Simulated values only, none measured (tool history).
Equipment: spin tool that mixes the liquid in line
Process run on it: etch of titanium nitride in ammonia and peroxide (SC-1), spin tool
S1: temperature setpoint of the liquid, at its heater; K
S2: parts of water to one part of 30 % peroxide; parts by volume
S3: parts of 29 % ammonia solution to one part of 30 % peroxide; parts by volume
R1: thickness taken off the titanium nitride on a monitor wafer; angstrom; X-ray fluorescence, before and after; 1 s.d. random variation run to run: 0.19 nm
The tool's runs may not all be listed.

Run 1, hour 0.0: S1 334.15 K, S2 10.0 parts by volume, S3 0.6 parts by volume, time under the liquid (s) 270. Result: R1 390.70 angstrom.
Run 2, hour 4.7: S1 333.15 K, S2 10.0 parts by volume, S3 0.6 parts by volume, time under the liquid (s) 270. Result: R1 370.98 angstrom.
Run 3, hour 12.9: S1 333.15 K, S2 10.0 parts by volume, S3 0.4 parts by volume, time under the liquid (s) 270. Result: R1 340.34 angstrom.
Run 4, hour 15.5: S1 333.15 K, S2 8.5 parts by volume, S3 0.4 parts by volume, time under the liquid (s) 270. Result: R1 371.28 angstrom.
Run 5, hour 24.3: S1 333.15 K, S2 8.5 parts by volume, S3 0.4 parts by volume, time under the liquid (s) 295. Result: R1 408.59 angstrom.
Run 6, hour 27.0: S1 332.15 K, S2 8.5 parts by volume, S3 0.4 parts by volume, time under the liquid (s) 295. Result: R1 382.40 angstrom.

For run 7, what comes out?
Run 7, hour 34.8: S1 331.15 K, S2 8.5 parts by volume, S3 0.4 parts by volume, time under the liquid (s) 295. Result: R1 ?.

Logged for run 7: R1 356.32 angstrom.

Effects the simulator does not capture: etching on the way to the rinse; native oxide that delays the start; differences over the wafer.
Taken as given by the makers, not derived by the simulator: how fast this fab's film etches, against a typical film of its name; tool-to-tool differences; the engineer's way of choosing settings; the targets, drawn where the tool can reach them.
